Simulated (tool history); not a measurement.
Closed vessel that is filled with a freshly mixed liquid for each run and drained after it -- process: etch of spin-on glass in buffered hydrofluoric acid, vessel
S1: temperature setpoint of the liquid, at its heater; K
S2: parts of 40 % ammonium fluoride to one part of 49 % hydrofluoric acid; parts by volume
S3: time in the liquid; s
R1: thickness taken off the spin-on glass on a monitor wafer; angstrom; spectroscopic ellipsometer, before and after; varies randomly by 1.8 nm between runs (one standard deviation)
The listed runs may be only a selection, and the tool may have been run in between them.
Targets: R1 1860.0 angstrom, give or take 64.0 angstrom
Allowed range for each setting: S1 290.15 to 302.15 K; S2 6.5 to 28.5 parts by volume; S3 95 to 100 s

run	hour	S1	S2	S3	R1
1	0.0	294.15	17.5	95	1358.3
2	6.4	294.15	17.5	100	1422.1
3	7.6	295.65	17.5	100	1531.8
4	10.2	295.65	20.0	100	1347.0
5	18.6	292.15	20.0	100	1113.3
6	20.8	295.15	20.0	100	1289.4
7	25.4	297.15	19.5	100	1502.1
8	30.7	298.65	19.5	100	1579.3
9	37.0	299.65	19.5	100	1707.0

Next run, 5 choices. One meets every target within its allowed miss, the rest don't. Which?
A	43.3	298.65	19.0	100	?
B	43.3	301.15	19.5	100	?
C	43.3	300.65	19.5	95	?
D	43.3	298.15	18.0	100	?
E	43.3	299.15	23.5	100	?

move	R1
A	1644.8
B	1834.0
C	1696.3
D	1688.3
E	1438.2
A: its largest miss is bigger than the last run's
B: meets every target
C: its largest miss is bigger than the last run's
D: its largest miss is bigger than the last run's
E: its largest miss is bigger than the last run's
The right move is B.
